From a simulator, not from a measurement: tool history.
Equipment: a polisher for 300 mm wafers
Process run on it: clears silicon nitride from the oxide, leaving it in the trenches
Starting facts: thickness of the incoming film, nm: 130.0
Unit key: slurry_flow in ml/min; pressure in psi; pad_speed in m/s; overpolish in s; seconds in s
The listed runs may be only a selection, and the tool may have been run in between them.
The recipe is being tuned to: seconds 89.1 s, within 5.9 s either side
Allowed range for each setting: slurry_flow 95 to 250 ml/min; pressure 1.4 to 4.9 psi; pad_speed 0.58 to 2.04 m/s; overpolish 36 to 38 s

Run 1, hour 0: slurry_flow 160 ml/min, pressure 3.1 psi, pad_speed 1.3 m/s, overpolish 36 s. Result: seconds 131.06 s.
Run 2, hour 5: slurry_flow 160 ml/min, pressure 2.3 psi, pad_speed 1.3 m/s, overpolish 36 s. Result: seconds 162.64 s.
Run 3, hour 7.1: slurry_flow 160 ml/min, pressure 2.8 psi, pad_speed 1.34 m/s, overpolish 36 s. Result: seconds 136.23 s.
Run 4, hour 8.5: slurry_flow 160 ml/min, pressure 2.8 psi, pad_speed 1.34 m/s, overpolish 36 s. Result: seconds 131.93 s.
Run 5, hour 12.4: slurry_flow 160 ml/min, pressure 2.8 psi, pad_speed 1.66 m/s, overpolish 36 s. Result: seconds 112.26 s.
Run 6, hour 15.1: slurry_flow 160 ml/min, pressure 3 psi, pad_speed 1.68 m/s, overpolish 36 s. Result: seconds 108.27 s.
Run 7, hour 20.3: slurry_flow 160 ml/min, pressure 3.2 psi, pad_speed 1.7 m/s, overpolish 36 s. Result: seconds 99.073 s.
Run 8, hour 22.8: slurry_flow 160 ml/min, pressure 3.3 psi, pad_speed 1.7 m/s, overpolish 36 s. Result: seconds 98.405 s.
Run 9, hour 30.6: slurry_flow 160 ml/min, pressure 3.4 psi, pad_speed 1.7 m/s, overpolish 36 s. Result: seconds 96.068 s.

Which of these 4 next moves meets every target?
Run A, hour 38.4: slurry_flow 180 ml/min, pressure 3.9 psi, pad_speed 1.56 m/s, overpolish 38 s. Result: seconds ?.
Run B, hour 38.4: slurry_flow 190 ml/min, pressure 3.2 psi, pad_speed 1.56 m/s, overpolish 36 s. Result: seconds ?.
Run C, hour 38.4: slurry_flow 155 ml/min, pressure 3.2 psi, pad_speed 1.58 m/s, overpolish 36 s. Result: seconds ?.
Run D, hour 38.4: slurry_flow 165 ml/min, pressure 2.6 psi, pad_speed 1.82 m/s, overpolish 38 s. Result: seconds ?.

move  seconds
   A   91.327
   B   107.43
   C   109.12
   D   114.55
A: all results in spec
B: the biggest miss grows against the last run
C: the biggest miss grows against the last run
D: the biggest miss grows against the last run
Move A is the one to make.

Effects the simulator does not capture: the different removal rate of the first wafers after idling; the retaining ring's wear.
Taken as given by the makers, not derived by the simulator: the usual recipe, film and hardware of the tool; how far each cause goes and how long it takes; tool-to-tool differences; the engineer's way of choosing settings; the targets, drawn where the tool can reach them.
